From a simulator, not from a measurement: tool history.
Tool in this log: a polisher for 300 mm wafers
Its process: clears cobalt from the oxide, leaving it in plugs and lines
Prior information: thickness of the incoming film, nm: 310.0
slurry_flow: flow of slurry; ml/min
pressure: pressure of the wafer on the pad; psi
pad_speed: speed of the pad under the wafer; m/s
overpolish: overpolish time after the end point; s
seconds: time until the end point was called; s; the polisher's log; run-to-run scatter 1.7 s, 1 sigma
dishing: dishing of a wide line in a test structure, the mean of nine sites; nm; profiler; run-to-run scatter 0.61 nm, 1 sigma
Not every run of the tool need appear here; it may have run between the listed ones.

run	hour	slurry_flow	pressure	pad_speed	overpolish	seconds	dishing
1	0	220	2.1	0.76	23	70.595	52.282
2	5.2	220	1.9	0.76	20	76.235	51.352
3	6.1	220	2.3	0.76	20	69.383	49.26
4	10.7	220	1.9	0.76	20	75.686	48.351
5	16.8	200	2.1	0.66	17	81.875	41.418
6	22.2	185	2.2	0.6	15	87.435	37.727
7	28.9	175	2.3	0.54	13	94.54	31.359
8	31.1	170	2.3	0.52	12	97.262	30.155
9	32.4	130	2.3	0.5	7	106.65	17.457
10	35.9	140	2.3	0.5	7	106.02	18.774

What does the tool deliver on the next run?
11	42.8	150	2.3	0.5	7	?	?

seconds: 104.09 s
dishing: 18.357 nm
